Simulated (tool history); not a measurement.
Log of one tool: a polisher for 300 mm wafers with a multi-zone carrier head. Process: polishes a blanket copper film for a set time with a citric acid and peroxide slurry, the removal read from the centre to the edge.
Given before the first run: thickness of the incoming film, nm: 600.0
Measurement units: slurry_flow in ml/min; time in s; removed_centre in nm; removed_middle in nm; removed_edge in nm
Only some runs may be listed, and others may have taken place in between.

Run 1, hour 0.0: slurry_flow 135 ml/min, centre_zone 1.00, middle_zone 1.00, edge_zone 1.00, slurry_solids 1.00, time 33 s. Result: removed_centre 55.479 nm, removed_middle 54.351 nm, removed_edge 54.091 nm.
Run 2, hour 8.0: slurry_flow 130 ml/min, centre_zone 1.01, middle_zone 0.96, edge_zone 0.99, slurry_solids 0.90, time 32 s. Result: removed_centre 54.395 nm, removed_middle 49.543 nm, removed_edge 49.305 nm.
Run 3, hour 8.5: slurry_flow 120 ml/min, centre_zone 1.00, middle_zone 0.92, edge_zone 1.02, slurry_solids 0.85, time 31 s. Result: removed_centre 49.162 nm, removed_middle 45.456 nm, removed_edge 48.670 nm.
Run 4, hour 17.5: slurry_flow 115 ml/min, centre_zone 1.01, middle_zone 0.89, edge_zone 1.02, slurry_solids 0.80, time 30 s. Result: removed_centre 47.438 nm, removed_middle 40.919 nm, removed_edge 47.827 nm.
Run 5, hour 25.7: slurry_flow 115 ml/min, centre_zone 1.01, middle_zone 0.89, edge_zone 0.94, slurry_solids 0.80, time 30 s. Result: removed_centre 47.902 nm, removed_middle 42.055 nm, removed_edge 44.216 nm.
Run 6, hour 27.6: slurry_flow 115 ml/min, centre_zone 1.09, middle_zone 0.89, edge_zone 0.94, slurry_solids 0.80, time 30 s. Result: removed_centre 50.703 nm, removed_middle 40.639 nm, removed_edge 45.467 nm.
Run 7, hour 33.9: slurry_flow 110 ml/min, centre_zone 1.08, middle_zone 0.88, edge_zone 0.94, slurry_solids 0.75, time 30 s. Result: removed_centre 50.209 nm, removed_middle 40.540 nm, removed_edge 44.415 nm.
Run 8, hour 35.1: slurry_flow 105 ml/min, centre_zone 1.07, middle_zone 0.86, edge_zone 0.94, slurry_solids 0.70, time 30 s. Result: removed_centre 48.431 nm, removed_middle 39.048 nm, removed_edge 43.673 nm.

Run 9 has not been measured yet. What should we expect?
Run 9, hour 42.0: slurry_flow 85 ml/min, centre_zone 1.03, middle_zone 0.81, edge_zone 0.94, slurry_solids 0.60, time 30 s. Result: removed_centre ?, removed_middle ?, removed_edge ?.

Run 9 produced removed_centre 41.808 nm, removed_middle 33.768 nm, removed_edge 39.936 nm.
